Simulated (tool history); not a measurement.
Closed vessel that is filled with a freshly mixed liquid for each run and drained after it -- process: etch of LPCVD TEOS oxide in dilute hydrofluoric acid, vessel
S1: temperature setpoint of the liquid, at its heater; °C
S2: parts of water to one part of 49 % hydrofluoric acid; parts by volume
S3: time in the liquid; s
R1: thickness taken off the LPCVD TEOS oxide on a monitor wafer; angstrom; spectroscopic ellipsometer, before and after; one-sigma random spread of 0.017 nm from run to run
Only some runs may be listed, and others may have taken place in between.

| run | hour | S1 | S2 | S3 | R1 |
|---|---|---|---|---|---|
| 1 | 0 | 24 | 185 | 30 | 24.233 |
| 2 | 6.7 | 24 | 245 | 30 | 17.291 |
| 3 | 12.8 | 24 | 305 | 30 | 13.363 |
| 4 | 20.9 | 26 | 305 | 30 | 13.969 |
| 5 | 29.9 | 27.5 | 275 | 30 | 17.044 |
| 6 | 38.5 | 27.5 | 225 | 30 | 21.971 |
| 7 | 44.9 | 29 | 225 | 30 | 23.378 |
| 8 | 46.6 | 29 | 225 | 30 | 23.376 |
| 9 | 55.5 | 30 | 225 | 30 | 24.028 |

Run 10 has not been measured yet. What should we expect?
| 10 | 59.6 | 30.5 | 225 | 30 | ? |

R1: 24.336 angstrom
